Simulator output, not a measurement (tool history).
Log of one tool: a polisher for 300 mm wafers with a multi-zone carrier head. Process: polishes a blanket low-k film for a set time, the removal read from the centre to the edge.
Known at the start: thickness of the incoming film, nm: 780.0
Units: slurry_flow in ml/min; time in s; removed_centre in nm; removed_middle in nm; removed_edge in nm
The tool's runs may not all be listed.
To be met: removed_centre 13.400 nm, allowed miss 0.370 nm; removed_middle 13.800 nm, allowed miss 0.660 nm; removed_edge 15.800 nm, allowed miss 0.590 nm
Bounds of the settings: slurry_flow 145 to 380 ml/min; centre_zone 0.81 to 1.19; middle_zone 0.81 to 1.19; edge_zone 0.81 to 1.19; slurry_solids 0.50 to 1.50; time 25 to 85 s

{"run": 1, "hour": 0.0, "slurry_flow": 245, "centre_zone": 1.0, "middle_zone": 1.0, "edge_zone": 1.0, "slurry_solids": 1.0, "time": 55, "removed_centre": 25.713, "removed_middle": 25.151, "removed_edge": 25.565}
{"run": 2, "hour": 2.1, "slurry_flow": 245, "centre_zone": 1.0, "middle_zone": 1.0, "edge_zone": 1.04, "slurry_solids": 1.0, "time": 55, "removed_centre": 25.867, "removed_middle": 25.077, "removed_edge": 25.422}
{"run": 3, "hour": 7.0, "slurry_flow": 245, "centre_zone": 1.0, "middle_zone": 1.0, "edge_zone": 1.04, "slurry_solids": 1.1, "time": 55, "removed_centre": 27.214, "removed_middle": 26.222, "removed_edge": 26.792}
{"run": 4, "hour": 9.5, "slurry_flow": 235, "centre_zone": 0.96, "middle_zone": 0.97, "edge_zone": 1.04, "slurry_solids": 0.95, "time": 51, "removed_centre": 22.45, "removed_middle": 22.56, "removed_edge": 23.093}
{"run": 5, "hour": 13.6, "slurry_flow": 225, "centre_zone": 0.93, "middle_zone": 0.93, "edge_zone": 1.08, "slurry_solids": 0.85, "time": 48, "removed_centre": 19.248, "removed_middle": 19.245, "removed_edge": 21.002}
{"run": 6, "hour": 21.9, "slurry_flow": 225, "centre_zone": 0.87, "middle_zone": 0.93, "edge_zone": 1.08, "slurry_solids": 0.85, "time": 48, "removed_centre": 18.084, "removed_middle": 19.195, "removed_edge": 20.82}
{"hour": 25.3, "done": "worn pad replaced by a new one"}
{"run": 7, "hour": 25.3, "slurry_flow": 225, "centre_zone": 0.87, "middle_zone": 0.93, "edge_zone": 1.08, "slurry_solids": 0.85, "time": 48, "removed_centre": 19.876, "removed_middle": 21.329, "removed_edge": 23.658}
{"run": 8, "hour": 26.1, "slurry_flow": 210, "centre_zone": 0.87, "middle_zone": 0.92, "edge_zone": 1.08, "slurry_solids": 0.75, "time": 46, "removed_centre": 17.754, "removed_middle": 18.695, "removed_edge": 20.506}
{"run": 9, "hour": 27.8, "slurry_flow": 210, "centre_zone": 0.87, "middle_zone": 0.91, "edge_zone": 1.09, "slurry_solids": 0.7, "time": 43, "removed_centre": 15.863, "removed_middle": 16.943, "removed_edge": 18.962}
{"run": 10, "hour": 33.7, "slurry_flow": 210, "centre_zone": 0.88, "middle_zone": 0.9, "edge_zone": 1.09, "slurry_solids": 0.65, "time": 42, "removed_centre": 15.182, "removed_middle": 15.629, "removed_edge": 17.763}
{"run": 11, "hour": 41.8, "slurry_flow": 210, "centre_zone": 0.88, "middle_zone": 0.9, "edge_zone": 1.08, "slurry_solids": 0.6, "time": 41, "removed_centre": 14.081, "removed_middle": 14.962, "removed_edge": 16.334}
{"run": 12, "hour": 48.9, "slurry_flow": 210, "centre_zone": 0.87, "middle_zone": 0.88, "edge_zone": 1.08, "slurry_solids": 0.6, "time": 41, "removed_centre": 14.1, "removed_middle": 14.532, "removed_edge": 16.346}

5 next moves are on the table. One of them brings every result within its allowed miss. Which?
{"run": "A", "hour": 56.0, "slurry_flow": 150, "centre_zone": 1.03, "middle_zone": 0.9, "edge_zone": 1.08, "slurry_solids": 0.9, "time": 32, "removed_centre": "?", "removed_middle": "?", "removed_edge": "?"}
{"run": "B", "hour": 56.0, "slurry_flow": 150, "centre_zone": 0.97, "middle_zone": 0.85, "edge_zone": 1.0, "slurry_solids": 0.55, "time": 43, "removed_centre": "?", "removed_middle": "?", "removed_edge": "?"}
{"run": "C", "hour": 56.0, "slurry_flow": 220, "centre_zone": 0.86, "middle_zone": 0.86, "edge_zone": 1.08, "slurry_solids": 0.95, "time": 31, "removed_centre": "?", "removed_middle": "?", "removed_edge": "?"}
{"run": "D", "hour": 56.0, "slurry_flow": 220, "centre_zone": 0.86, "middle_zone": 0.97, "edge_zone": 1.02, "slurry_solids": 0.6, "time": 40, "removed_centre": "?", "removed_middle": "?", "removed_edge": "?"}
{"run": "E", "hour": 56.0, "slurry_flow": 155, "centre_zone": 0.92, "middle_zone": 0.93, "edge_zone": 1.18, "slurry_solids": 0.95, "time": 33, "removed_centre": "?", "removed_middle": "?", "removed_edge": "?"}

move=A removed_centre=14.874 removed_middle=13.373 removed_edge=15.132
move=B removed_centre=14.414 removed_middle=13.303 removed_edge=15.010
move=C removed_centre=13.370 removed_middle=13.910 removed_edge=15.865
move=D removed_centre=13.572 removed_middle=15.211 removed_edge=15.630
move=E removed_centre=14.168 removed_middle=14.557 removed_edge=16.839
A: further off than the last run
B: further off than the last run
C: meets every target
D: brings the result that was furthest off to its target, and leaves another outside
E: further off than the last run
The right move is C.
